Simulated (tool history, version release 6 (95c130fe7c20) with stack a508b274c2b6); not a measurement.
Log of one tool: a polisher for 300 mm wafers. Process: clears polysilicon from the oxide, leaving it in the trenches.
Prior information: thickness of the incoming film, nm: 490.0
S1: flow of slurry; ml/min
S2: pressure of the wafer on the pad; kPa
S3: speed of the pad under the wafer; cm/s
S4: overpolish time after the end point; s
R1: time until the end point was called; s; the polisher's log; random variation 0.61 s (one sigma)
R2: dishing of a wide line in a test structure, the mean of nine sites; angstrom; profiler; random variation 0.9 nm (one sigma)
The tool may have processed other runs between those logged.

run	day	S1	S2	S3	S4	R1	R2
1	0	130	20	102	29	30.486	922.14
2	0.296	130	23.4	102	29	26.88	948.18
3	0.575	130	23.4	102	35	26.049	913.24
4	0.804	130	26.9	102	35	22.969	938.38
5	1.062	130	24.8	102	38	24.85	972.36
6	1.142	130	23.4	100	34	26.606	956.64
7	1.279	125	21.4	102	31	29.168	922.71
8	1.404	125	21.4	102	31	29.142	948.3
9	1.471	135	20	100	28	31.129	927.46

The next listed run, before its measurement:
10	1.608	170	14.5	96	14	?	?

Run 10 gave R1 42.099 s, R2 785.53 angstrom.
